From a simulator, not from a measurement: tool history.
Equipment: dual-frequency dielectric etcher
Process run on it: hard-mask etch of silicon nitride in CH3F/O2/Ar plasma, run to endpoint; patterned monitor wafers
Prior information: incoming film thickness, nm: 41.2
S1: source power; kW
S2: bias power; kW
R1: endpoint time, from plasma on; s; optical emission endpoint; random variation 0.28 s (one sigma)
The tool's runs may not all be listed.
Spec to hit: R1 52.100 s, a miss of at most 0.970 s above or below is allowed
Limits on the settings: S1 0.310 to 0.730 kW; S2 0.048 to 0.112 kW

run	hour	S1	S2	R1
1	0.0	0.520	0.080	58.568
2	8.2	0.540	0.081	57.334
3	12.5	0.560	0.081	55.587
4	17.8	0.560	0.075	57.804
5	21.8	0.560	0.089	52.992
6	30.7	0.650	0.089	49.032
7	39.6	0.640	0.089	49.692
8	48.3	0.630	0.089	50.120
9	53.4	0.620	0.089	50.346
10	55.0	0.610	0.089	50.530

Exactly one of the 5 candidate moves below puts every result within its allowed miss. Which one?
A	56.6	0.610	0.099	?
B	56.6	0.630	0.088	?
C	56.6	0.580	0.089	?
D	56.6	0.620	0.090	?
E	56.6	0.680	0.091	?

move	R1
A	48.660
B	50.120
C	52.254
D	50.111
E	47.457
A: misses by more than the last run did
B: misses by more than the last run did
C: each result inside its tolerance
D: misses by more than the last run did
E: misses by more than the last run did
Answer: C
